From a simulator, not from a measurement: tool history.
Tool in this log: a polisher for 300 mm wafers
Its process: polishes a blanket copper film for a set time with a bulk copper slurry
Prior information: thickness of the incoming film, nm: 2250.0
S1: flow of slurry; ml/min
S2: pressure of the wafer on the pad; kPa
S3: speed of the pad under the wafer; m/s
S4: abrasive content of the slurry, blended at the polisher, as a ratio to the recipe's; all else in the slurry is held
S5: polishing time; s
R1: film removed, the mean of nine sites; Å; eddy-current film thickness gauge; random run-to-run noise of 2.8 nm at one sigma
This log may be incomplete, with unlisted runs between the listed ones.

run,hour,S1,S2,S3,S4,S5,R1
1,0,155,20,1,1,44,5005
2,3,155,20,1,1,44,4946.7
3,7.4,135,20,1,1,44,4799.3
4,15.5,135,20,1,1.1,44,4964.3
5,19.4,165,20,1,1.1,44,5057
6,26.9,160,17.9,1,1.1,44,4568
7,33.1,155,16.5,1,1.1,44,4128.1
8,36.9,145,15.9,1,1.1,44,3936.2
9,42.3,120,13.1,1,1.1,44,3187.7
10,45,130,13.1,1,1.1,44,3209.1
11,46.6,150,14.5,1,1.1,44,3698.6

What will run 12 give?
12,50.6,120,14.5,1,1.1,44,?

For run 12 the tool returned R1 3553.2 Å.

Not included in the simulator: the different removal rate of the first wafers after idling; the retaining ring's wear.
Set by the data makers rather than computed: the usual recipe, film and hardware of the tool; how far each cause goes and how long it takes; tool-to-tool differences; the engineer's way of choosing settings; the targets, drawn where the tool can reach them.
